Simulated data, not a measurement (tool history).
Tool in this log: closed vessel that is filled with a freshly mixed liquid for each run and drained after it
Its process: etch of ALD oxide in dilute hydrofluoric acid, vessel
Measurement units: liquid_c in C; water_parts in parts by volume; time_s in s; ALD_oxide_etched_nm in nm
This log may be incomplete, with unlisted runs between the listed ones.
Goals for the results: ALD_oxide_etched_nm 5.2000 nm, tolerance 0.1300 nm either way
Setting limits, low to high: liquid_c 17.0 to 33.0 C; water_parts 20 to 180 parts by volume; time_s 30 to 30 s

| run | hour | liquid_c | water_parts | time_s | ALD_oxide_etched_nm |
|---|---|---|---|---|---|
| 1 | 0.0 | 25.0 | 100 | 30 | 4.1140 |
| 2 | 6.7 | 23.5 | 100 | 30 | 3.8778 |
| 3 | 14.0 | 24.0 | 100 | 30 | 3.9631 |
| 4 | 20.7 | 24.5 | 100 | 30 | 4.0409 |
| 5 | 24.2 | 21.0 | 100 | 30 | 3.5345 |
| 6 | 32.3 | 21.0 | 125 | 30 | 2.7482 |
| 7 | 37.5 | 21.0 | 125 | 30 | 2.7414 |
| 8 | 39.1 | 22.0 | 125 | 30 | 2.8476 |
| 9 | 47.1 | 23.0 | 125 | 30 | 2.9813 |
| 10 | 53.7 | 24.0 | 125 | 30 | 3.0634 |
| 11 | 60.7 | 25.0 | 125 | 30 | 3.2229 |
| 12 | 63.7 | 26.0 | 125 | 30 | 3.3178 |
| 13 | 72.6 | 26.5 | 125 | 30 | 3.3871 |
| 14 | 78.7 | 27.0 | 125 | 30 | 3.4352 |
| 15 | 84.4 | 27.5 | 125 | 30 | 3.5373 |
| 16 | 87.8 | 28.0 | 125 | 30 | 3.6049 |
| 17 | 91.0 | 28.5 | 125 | 30 | 3.6631 |
| 18 | 99.4 | 29.0 | 125 | 30 | 3.7353 |
| 19 | 107.0 | 29.5 | 125 | 30 | 3.8273 |
| 20 | 110.0 | 30.0 | 125 | 30 | 3.8730 |

Pick the move, out of 4, that brings all results within their allowed miss; only one does.
| A | 113.0 | 30.0 | 85 | 30 | ? |
| B | 113.0 | 29.5 | 95 | 30 | ? |
| C | 113.0 | 27.0 | 130 | 30 | ? |
| D | 113.0 | 33.0 | 150 | 30 | ? |

| move | ALD_oxide_etched_nm |
|---|---|
| A | 6.0227 |
| B | 5.2125 |
| C | 3.3085 |
| D | 3.4704 |
A: takes the biggest miss from the last run beyond its target
B: hits every target within its allowed miss
C: further off than the last run
D: further off than the last run
Go with B: it meets all targets.

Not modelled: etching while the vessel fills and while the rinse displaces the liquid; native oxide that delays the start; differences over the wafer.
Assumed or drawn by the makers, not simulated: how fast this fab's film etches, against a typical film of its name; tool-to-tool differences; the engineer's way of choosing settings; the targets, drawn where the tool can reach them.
